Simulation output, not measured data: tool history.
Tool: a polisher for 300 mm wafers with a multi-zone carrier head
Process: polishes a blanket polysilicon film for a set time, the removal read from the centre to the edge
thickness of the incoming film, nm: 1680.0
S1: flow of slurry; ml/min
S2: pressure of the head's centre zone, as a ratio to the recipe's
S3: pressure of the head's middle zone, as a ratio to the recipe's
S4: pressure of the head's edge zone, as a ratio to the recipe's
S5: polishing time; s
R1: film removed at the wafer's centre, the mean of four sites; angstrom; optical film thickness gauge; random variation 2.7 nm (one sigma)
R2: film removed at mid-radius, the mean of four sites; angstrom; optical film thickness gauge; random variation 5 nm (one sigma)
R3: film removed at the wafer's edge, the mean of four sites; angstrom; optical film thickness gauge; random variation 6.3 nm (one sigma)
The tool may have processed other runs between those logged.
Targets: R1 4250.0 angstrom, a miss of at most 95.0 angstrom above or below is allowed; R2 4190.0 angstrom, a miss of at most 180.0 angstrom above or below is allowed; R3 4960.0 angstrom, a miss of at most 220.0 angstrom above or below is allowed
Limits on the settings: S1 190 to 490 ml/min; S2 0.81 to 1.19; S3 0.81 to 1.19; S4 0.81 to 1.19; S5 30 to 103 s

| run | hour | S1 | S2 | S3 | S4 | S5 | R1 | R2 | R3 |
|---|---|---|---|---|---|---|---|---|---|
| 1 | 0.0 | 315 | 1.00 | 1.00 | 1.00 | 66 | 4737.2 | 4605.3 | 4702.6 |
| 2 | 4.5 | 315 | 1.00 | 1.00 | 1.00 | 81 | 5784.5 | 5774.4 | 5641.7 |
| 3 | 12.3 | 305 | 0.96 | 0.95 | 1.00 | 78 | 5367.5 | 5195.7 | 5521.5 |
| 4 | 15.8 | 305 | 0.96 | 0.88 | 1.00 | 78 | 5357.6 | 4841.4 | 5557.8 |
| 5 | 24.2 | 350 | 0.96 | 0.88 | 1.00 | 78 | 5487.6 | 4859.6 | 5418.9 |
| 6 | 27.0 | 340 | 0.92 | 0.87 | 0.99 | 76 | 5179.3 | 4771.3 | 5262.8 |
| 7 | 28.9 | 320 | 0.89 | 0.85 | 1.00 | 74 | 4857.5 | 4509.4 | 5239.3 |
| 8 | 32.0 | 320 | 0.89 | 0.85 | 1.00 | 74 | 4842.9 | 4670.4 | 5186.1 |
| 9 | 36.1 | 300 | 0.88 | 0.84 | 1.01 | 72 | 4678.8 | 4393.1 | 5094.0 |
| 10 | 37.0 | 290 | 0.86 | 0.83 | 1.01 | 71 | 4562.1 | 4276.6 | 4970.0 |
| 11 | 44.7 | 280 | 0.84 | 0.83 | 1.03 | 70 | 4376.3 | 4168.6 | 4837.9 |
| 12 | 46.8 | 255 | 0.83 | 0.84 | 1.05 | 71 | 4303.5 | 4206.0 | 5063.1 |
| 13 | 47.7 | 255 | 0.83 | 0.84 | 1.04 | 71 | 4347.9 | 4241.3 | 4934.4 |

4 next moves are on the table. One of them brings every result within its allowed miss. Which?
| A | 48.6 | 230 | 0.87 | 0.83 | 0.96 | 72 | ? | ? | ? |
| B | 48.6 | 220 | 0.89 | 0.83 | 1.04 | 72 | ? | ? | ? |
| C | 48.6 | 240 | 0.94 | 0.83 | 0.97 | 68 | ? | ? | ? |
| D | 48.6 | 260 | 0.81 | 0.83 | 1.02 | 71 | ? | ? | ? |

| move | R1 | R2 | R3 |
|---|---|---|---|
| A | 4543.6 | 4224.8 | 4919.2 |
| B | 4597.9 | 4206.9 | 5078.1 |
| C | 4558.1 | 4004.1 | 4680.0 |
| D | 4309.4 | 4211.7 | 5020.8 |
A: further off than the last run
B: further off than the last run
C: further off than the last run
D: in spec on every target
Go with D: it meets all targets.
